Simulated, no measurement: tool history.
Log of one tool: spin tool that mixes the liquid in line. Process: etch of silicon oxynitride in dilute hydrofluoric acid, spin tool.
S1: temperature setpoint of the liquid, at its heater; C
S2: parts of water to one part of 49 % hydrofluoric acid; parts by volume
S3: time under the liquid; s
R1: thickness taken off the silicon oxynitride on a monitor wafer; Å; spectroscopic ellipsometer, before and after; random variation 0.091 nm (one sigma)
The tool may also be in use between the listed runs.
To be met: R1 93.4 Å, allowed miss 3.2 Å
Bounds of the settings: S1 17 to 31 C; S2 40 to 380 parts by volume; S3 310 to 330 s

run,hour,S1,S2,S3,R1
1,0,23,210,310,59.376
2,2.6,24,205,310,63.226
3,11.4,27,205,310,72.493
4,15.2,27.5,205,310,74.327
5,16,27.5,260,310,55.69
6,23.8,27.5,300,310,47.113
7,31.8,28,285,310,50.901
8,33.1,28.5,270,310,55.95
9,41.5,29,260,310,59.588
10,47,29,250,310,61.587
11,49.7,29,240,310,66.176
12,55.2,29,235,310,67.506
13,63,31,180,310,100.79

5 next moves are on the table. One of them brings every result within its allowed miss. Which?
A,70.8,31,170,310,?
B,70.8,31,200,330,?
C,70.8,30.5,160,310,?
D,70.8,31,180,330,?
E,70.8,29,155,310,?

move,R1
A,108.2
B,95.168
C,113.63
D,107.75
E,110.46
A: further off than the last run
B: meets every target
C: further off than the last run
D: further off than the last run
E: further off than the last run
Move B is the one to make.
